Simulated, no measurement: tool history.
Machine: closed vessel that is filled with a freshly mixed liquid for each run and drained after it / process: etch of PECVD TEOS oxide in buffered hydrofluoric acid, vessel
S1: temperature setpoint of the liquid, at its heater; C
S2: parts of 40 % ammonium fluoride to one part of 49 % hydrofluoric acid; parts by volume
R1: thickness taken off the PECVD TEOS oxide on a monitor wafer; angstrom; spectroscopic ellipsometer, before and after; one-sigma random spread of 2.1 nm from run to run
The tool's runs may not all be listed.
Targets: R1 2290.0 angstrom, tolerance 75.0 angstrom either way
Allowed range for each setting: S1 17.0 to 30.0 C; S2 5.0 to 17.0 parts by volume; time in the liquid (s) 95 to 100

run 1 day=0.000 | S1=22.0 S2=10.5 time_in_the_liquid_(s)=95 | R1=1124.1
run 2 day=0.038 | S1=20.0 S2=10.5 time_in_the_liquid_(s)=95 | R1=1033.1
run 3 day=0.138 | S1=20.0 S2=8.0 time_in_the_liquid_(s)=95 | R1=1284.4
run 4 day=0.379 | S1=20.0 S2=8.0 time_in_the_liquid_(s)=95 | R1=1280.8
run 5 day=0.417 | S1=21.5 S2=7.5 time_in_the_liquid_(s)=95 | R1=1499.5
run 6 day=0.779 | S1=21.5 S2=10.5 time_in_the_liquid_(s)=95 | R1=1117.7
-- day=0.996 hydrofluoric acid flow meter replaced
run 7 day=0.996 | S1=23.0 S2=10.0 time_in_the_liquid_(s)=95 | R1=1374.4
run 8 day=1.054 | S1=27.0 S2=10.0 time_in_the_liquid_(s)=95 | R1=1708.9
run 9 day=1.375 | S1=27.5 S2=10.0 time_in_the_liquid_(s)=95 | R1=1734.9
run 10 day=1.633 | S1=27.5 S2=10.0 time_in_the_liquid_(s)=95 | R1=1740.4

Of the 4 settings listed for the next run, only one would bring every result within its allowed miss of target. Which one?
run A day=1.892 | S1=26.0 S2=10.0 time_in_the_liquid_(s)=95 | R1=?
run B day=1.892 | S1=27.5 S2=11.5 time_in_the_liquid_(s)=100 | R1=?
run C day=1.892 | S1=27.0 S2=7.0 time_in_the_liquid_(s)=100 | R1=?
run D day=1.892 | S1=29.0 S2=8.5 time_in_the_liquid_(s)=100 | R1=?

move=A R1=1641.8
move=B R1=1634.6
move=C R1=2556.8
move=D R1=2305.1
A: the biggest miss grows against the last run
B: the biggest miss grows against the last run
C: the result that was furthest off in the last run now lies on the other side of its target
D: every result within its allowed miss
So the answer is move D, the one that meets all the targets.
